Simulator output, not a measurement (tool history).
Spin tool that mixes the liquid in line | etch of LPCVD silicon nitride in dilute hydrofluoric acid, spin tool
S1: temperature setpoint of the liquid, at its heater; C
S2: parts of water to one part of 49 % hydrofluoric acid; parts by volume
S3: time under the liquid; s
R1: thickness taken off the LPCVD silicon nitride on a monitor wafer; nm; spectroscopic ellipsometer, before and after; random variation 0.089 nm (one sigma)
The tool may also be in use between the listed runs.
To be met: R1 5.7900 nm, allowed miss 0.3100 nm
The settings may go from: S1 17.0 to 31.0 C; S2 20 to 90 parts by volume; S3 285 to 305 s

| run | hour | S1 | S2 | S3 | R1 |
|---|---|---|---|---|---|
| 1 | 0.0 | 23.0 | 50 | 285 | 2.7028 |
| 2 | 2.8 | 21.0 | 50 | 285 | 2.4043 |
| 3 | 4.9 | 21.0 | 50 | 305 | 2.6451 |
| 4 | 6.2 | 21.0 | 40 | 305 | 3.2454 |
| 5 | 10.6 | 18.0 | 40 | 305 | 2.6430 |
| 6 | 16.7 | 17.0 | 40 | 305 | 2.4398 |
| 7 | 24.5 | 19.0 | 40 | 305 | 2.8688 |
| 8 | 31.7 | 20.5 | 40 | 305 | 3.0998 |
| 9 | 32.4 | 22.0 | 40 | 305 | 3.4497 |
| 10 | 39.6 | 23.0 | 40 | 305 | 3.6274 |
| 11 | 40.3 | 24.0 | 40 | 305 | 3.9575 |

4 next moves are on the table. One of them brings every result within its allowed miss. Which?
| A | 41.0 | 24.0 | 30 | 305 | ? |
| B | 41.0 | 23.5 | 30 | 305 | ? |
| C | 41.0 | 24.5 | 45 | 285 | ? |
| D | 41.0 | 25.5 | 30 | 305 | ? |

| move | R1 |
|---|---|
| A | 5.2020 |
| B | 5.0275 |
| C | 3.3900 |
| D | 5.7585 |
A: nearer than the last run, and not there yet
B: nearer than the last run, and not there yet
C: further off than the last run
D: meets every target
The right move is D.
